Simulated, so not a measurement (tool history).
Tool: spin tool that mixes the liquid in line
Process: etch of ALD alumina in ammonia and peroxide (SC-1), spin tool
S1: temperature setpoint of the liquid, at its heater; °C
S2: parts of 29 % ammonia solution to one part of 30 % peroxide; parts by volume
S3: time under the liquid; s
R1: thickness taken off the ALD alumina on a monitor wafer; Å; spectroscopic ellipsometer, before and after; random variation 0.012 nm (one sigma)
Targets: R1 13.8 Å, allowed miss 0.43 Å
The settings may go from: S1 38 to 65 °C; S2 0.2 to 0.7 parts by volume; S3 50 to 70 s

run,day,S1,S2,S3,R1
1,0,49,0.4,70,25.653
2,0.279,47,0.4,70,22.865
3,0.654,47,0.4,70,22.976
4,0.779,47,0.3,70,22.35
5,1.054,45.5,0.3,70,20.287
6,1.35,45.5,0.3,70,20.39
# day 1.642: ammonia flow meter replaced
7,1.642,44.5,0.3,70,19.507
8,1.962,43.5,0.3,70,18.412
9,2.279,42.5,0.3,70,17.25
10,2.475,42,0.3,70,16.66
11,2.554,41.5,0.3,70,16.151
12,2.696,41,0.3,70,15.897
13,2.871,40.5,0.3,70,15.306
14,3.092,40,0.3,70,14.788
15,3.308,39.5,0.3,70,14.603

5 next moves are on the table. One of them brings every result within its allowed miss. Which?
A,3.525,40.5,0.2,70,?
B,3.525,40,0.35,70,?
C,3.525,38.5,0.3,70,?
D,3.525,45.5,0.4,50,?
E,3.525,42,0.3,65,?

move,R1
A,14.686
B,15.045
C,13.562
D,14.965
E,15.479
A: further off than the last run
B: further off than the last run
C: meets every target
D: further off than the last run
E: further off than the last run
Move C is the one to make.

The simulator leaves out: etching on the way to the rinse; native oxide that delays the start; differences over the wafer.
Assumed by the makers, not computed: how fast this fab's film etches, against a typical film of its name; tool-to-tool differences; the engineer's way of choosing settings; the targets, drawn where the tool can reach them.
